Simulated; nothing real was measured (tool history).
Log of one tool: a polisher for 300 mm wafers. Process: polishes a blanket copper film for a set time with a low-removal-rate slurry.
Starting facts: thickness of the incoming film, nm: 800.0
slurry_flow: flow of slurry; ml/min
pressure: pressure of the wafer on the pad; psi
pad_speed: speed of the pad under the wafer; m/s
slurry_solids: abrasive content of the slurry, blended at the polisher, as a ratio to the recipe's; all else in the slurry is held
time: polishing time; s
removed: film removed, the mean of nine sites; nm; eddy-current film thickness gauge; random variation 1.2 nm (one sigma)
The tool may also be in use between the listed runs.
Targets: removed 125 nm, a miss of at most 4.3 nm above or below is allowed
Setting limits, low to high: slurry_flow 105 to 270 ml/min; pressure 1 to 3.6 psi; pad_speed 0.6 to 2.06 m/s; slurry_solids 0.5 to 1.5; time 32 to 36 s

run	hour	slurry_flow	pressure	pad_speed	slurry_solids	time	removed
1	0	175	2.3	1.32	1	36	81.728
2	2.7	175	2.4	1.32	1	36	83.324
3	5.8	175	2.1	1.32	1	36	73.631
4	7.4	175	2.1	1.32	1	32	65.959
5	12.5	175	2.1	1.32	1	32	65.793
6	16.9	175	2.3	1.32	1	32	71.917
7	19.9	175	2.3	1.32	1	32	73.357
8	28.9	175	2.4	1.32	1	32	74.655
# hour 32.6: worn pad replaced by a new one
9	32.6	175	2.6	1.32	1	32	90.007
10	40.3	175	2.7	1.32	1	32	94.703
11	44.3	175	2.8	1.32	1	32	97.209
12	45.3	175	2.9	1.32	1	32	100.66
13	53.7	185	3.1	1.32	1	32	108.32

Which of these 4 next moves meets every target?
A	62.1	235	2.8	1.58	0.85	33	?
B	62.1	215	2.4	1.38	1.2	33	?
C	62.1	170	3.3	1.16	1.2	34	?
D	62.1	205	3.1	1.34	1	36	?

move	removed
A	113.21
B	94.78
C	112.68
D	122.64
A: better than the last run, though not everything is in spec
B: further off than the last run
C: better than the last run, though not everything is in spec
D: all results land within tolerance of their targets
Go with D: it meets all targets.
